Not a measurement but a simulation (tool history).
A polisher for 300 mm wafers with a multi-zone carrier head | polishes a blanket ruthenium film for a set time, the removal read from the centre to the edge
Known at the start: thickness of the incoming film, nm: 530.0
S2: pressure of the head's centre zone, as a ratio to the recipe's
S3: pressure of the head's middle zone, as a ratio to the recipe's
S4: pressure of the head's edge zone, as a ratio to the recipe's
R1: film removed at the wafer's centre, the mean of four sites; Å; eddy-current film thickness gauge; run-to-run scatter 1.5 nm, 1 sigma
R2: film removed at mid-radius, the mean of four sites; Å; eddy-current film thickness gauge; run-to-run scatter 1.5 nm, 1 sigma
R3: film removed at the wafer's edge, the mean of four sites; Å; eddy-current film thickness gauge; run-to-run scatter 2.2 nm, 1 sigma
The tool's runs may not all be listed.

Run 1, hour 0.0: flow of slurry (ml/min) 195, S2 1.00, S3 1.00, S4 1.00, polishing time (s) 86. Result: R1 1821.8 Å, R2 1842.1 Å, R3 1848.2 Å.
Run 2, hour 5.8: flow of slurry (ml/min) 195, S2 1.00, S3 1.00, S4 0.93, polishing time (s) 86. Result: R1 1833.3 Å, R2 1855.0 Å, R3 1756.8 Å.
Run 3, hour 7.7: flow of slurry (ml/min) 185, S2 0.94, S3 0.97, S4 0.93, polishing time (s) 82. Result: R1 1632.5 Å, R2 1723.8 Å, R3 1742.2 Å.
Run 4, hour 16.2: flow of slurry (ml/min) 185, S2 0.99, S3 0.97, S4 0.93, polishing time (s) 82. Result: R1 1723.4 Å, R2 1695.3 Å, R3 1720.6 Å.
Run 5, hour 21.5: flow of slurry (ml/min) 185, S2 0.99, S3 0.97, S4 0.93, polishing time (s) 74. Result: R1 1514.4 Å, R2 1554.5 Å, R3 1555.8 Å.
Run 6, hour 24.7: flow of slurry (ml/min) 180, S2 0.96, S3 0.96, S4 0.92, polishing time (s) 72. Result: R1 1448.6 Å, R2 1506.6 Å, R3 1466.6 Å.

Forecast run 7:
Run 7, hour 31.5: flow of slurry (ml/min) 170, S2 0.92, S3 0.95, S4 0.93, polishing time (s) 72. Result: R1 ?, R2 ?, R3 ?.

Run 7 gave R1 1342.0 Å, R2 1457.7 Å, R3 1484.2 Å.

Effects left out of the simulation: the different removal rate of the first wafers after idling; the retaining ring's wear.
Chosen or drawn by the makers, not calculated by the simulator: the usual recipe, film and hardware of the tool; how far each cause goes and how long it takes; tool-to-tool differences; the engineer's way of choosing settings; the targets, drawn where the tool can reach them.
